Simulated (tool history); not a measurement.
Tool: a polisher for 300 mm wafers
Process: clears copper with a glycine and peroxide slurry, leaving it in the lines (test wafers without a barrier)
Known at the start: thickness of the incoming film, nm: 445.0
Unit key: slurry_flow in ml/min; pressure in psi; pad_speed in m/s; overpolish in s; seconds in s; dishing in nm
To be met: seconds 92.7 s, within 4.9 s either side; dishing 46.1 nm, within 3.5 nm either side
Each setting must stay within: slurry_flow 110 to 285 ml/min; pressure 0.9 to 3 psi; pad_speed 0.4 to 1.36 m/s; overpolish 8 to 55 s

run  hour  slurry_flow  pressure  pad_speed  overpolish  seconds  dishing
  1     0          180       1.9       0.88          28   114.17   62.422
  2   1.6          180         2        0.9          24   105.76   58.308
  3   6.7          155         2        0.9          24   108.77   56.675
  4  12.8          130         2        0.9          24   110.48   56.583
  5  15.5          130       2.1        0.9          21   109.26   52.171
  6  17.7          130       2.1        0.9          31   109.69   67.497
  7  22.7          130       2.2        0.9          27   107.09   62.202
  8  31.7          130       2.3       0.92          23    100.3   59.676
  9  32.3          130       2.3       0.94          20   98.127   55.875
 10  33.4          130       2.3       0.94          18   99.022   50.387
 11  42.2          135       2.5       0.96          12   90.616   38.503
 12  49.8          135       2.3          1          17   92.351    49.61

Next run, 4 choices. One meets every target within its allowed miss, the rest don't. Which?
  A  57.4          135       2.3        1.2          13        ?        ?
  B  57.4          145       2.1       1.06          15        ?        ?
  C  57.4          175       2.4       1.06          13        ?        ?
  D  57.4          135       2.5       1.02          18        ?        ?

move  seconds  dishing
   A   80.519   44.272
   B   94.115   43.976
   C   83.159   43.501
   D   86.339   53.491
A: corrects the largest miss of the last run, while another result sits out of spec
B: in spec on every target
C: corrects the largest miss of the last run, while another result sits out of spec
D: the biggest miss grows against the last run
Answer: B

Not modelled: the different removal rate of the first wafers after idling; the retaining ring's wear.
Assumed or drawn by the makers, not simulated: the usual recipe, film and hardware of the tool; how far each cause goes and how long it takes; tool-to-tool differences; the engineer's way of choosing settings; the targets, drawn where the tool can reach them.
